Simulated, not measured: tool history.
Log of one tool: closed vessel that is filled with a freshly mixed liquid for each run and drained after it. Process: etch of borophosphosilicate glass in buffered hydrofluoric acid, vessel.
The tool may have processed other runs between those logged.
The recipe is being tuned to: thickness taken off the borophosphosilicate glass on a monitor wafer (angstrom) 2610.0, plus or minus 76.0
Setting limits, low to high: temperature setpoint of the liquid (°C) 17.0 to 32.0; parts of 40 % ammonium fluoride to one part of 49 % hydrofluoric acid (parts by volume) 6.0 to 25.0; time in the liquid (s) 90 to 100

| run | hour | temperature setpoint of the liquid (°C) | parts of 40 % ammonium fluoride to one part of 49 % hydrofluoric acid (parts by volume) | time in the liquid (s) | thickness taken off the borophosphosilicate glass on a monitor wafer (angstrom) |
|---|---|---|---|---|---|
| 1 | 0.0 | 24.0 | 15.5 | 90 | 1039.2 |
| 2 | 0.8 | 25.0 | 14.5 | 90 | 1170.5 |
| 3 | 4.4 | 25.0 | 17.0 | 90 | 1002.3 |
| 4 | 5.3 | 26.0 | 15.5 | 90 | 1168.5 |
| 5 | 11.7 | 26.0 | 15.5 | 100 | 1291.7 |
| 6 | 15.0 | 27.0 | 14.5 | 100 | 1458.0 |
| 7 | 16.8 | 27.5 | 13.5 | 100 | 1599.0 |
| 8 | 22.7 | 31.5 | 9.0 | 100 | 2823.5 |

Exercise: of the 5 proposed moves below, exactly one satisfies all targets within the stated allowed misses. Which move is it?
| A | 28.6 | 27.5 | 6.5 | 100 | ? |
| B | 28.6 | 31.0 | 9.0 | 90 | ? |
| C | 28.6 | 32.0 | 10.5 | 100 | ? |
| D | 28.6 | 31.5 | 8.5 | 100 | ? |
| E | 28.6 | 31.0 | 8.5 | 100 | ? |

| move | thickness taken off the borophosphosilicate glass on a monitor wafer (angstrom) |
|---|---|
| A | 3214.6 |
| B | 2471.6 |
| C | 2578.4 |
| D | 2999.4 |
| E | 2923.2 |
A: further off than the last run
B: pushes the last run's worst result past its target
C: in spec on every target
D: further off than the last run
E: further off than the last run
The move that meets every target is C.
